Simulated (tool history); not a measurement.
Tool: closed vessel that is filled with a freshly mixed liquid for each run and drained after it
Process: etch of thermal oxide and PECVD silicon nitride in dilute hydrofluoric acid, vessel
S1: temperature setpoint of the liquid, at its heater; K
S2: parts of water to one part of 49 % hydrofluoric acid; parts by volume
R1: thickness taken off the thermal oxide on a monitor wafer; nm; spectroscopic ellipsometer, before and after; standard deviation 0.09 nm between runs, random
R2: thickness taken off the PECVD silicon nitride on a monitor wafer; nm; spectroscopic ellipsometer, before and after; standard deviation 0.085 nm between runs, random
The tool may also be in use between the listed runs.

Run 1, hour 0: S1 295.15 K, S2 180 parts by volume, time in the liquid (s) 1800. Result: R1 39.944 nm, R2 42.197 nm.
Run 2, hour 6.1: S1 295.15 K, S2 180 parts by volume, time in the liquid (s) 1415. Result: R1 31.929 nm, R2 33.304 nm.
Run 3, hour 10.5: S1 295.15 K, S2 245 parts by volume, time in the liquid (s) 1415. Result: R1 21.908 nm, R2 24.499 nm.
Run 4, hour 18.6: S1 294.65 K, S2 245 parts by volume, time in the liquid (s) 1420. Result: R1 21.501 nm, R2 23.63 nm.
Run 5, hour 25.6: S1 294.15 K, S2 250 parts by volume, time in the liquid (s) 1430. Result: R1 20.581 nm, R2 22.827 nm.
Run 6, hour 34.9: S1 294.15 K, S2 280 parts by volume, time in the liquid (s) 1430. Result: R1 17.918 nm, R2 20.295 nm.
Run 7, hour 40.7: S1 293.65 K, S2 275 parts by volume, time in the liquid (s) 1420. Result: R1 17.957 nm, R2 20.006 nm.

Expected results for the next run?
Run 8, hour 46.1: S1 291.15 K, S2 255 parts by volume, time in the liquid (s) 1365. Result: R1 ?, R2 ?.

{"run 8": {"R1": 17.189, "R2": 17.455}}
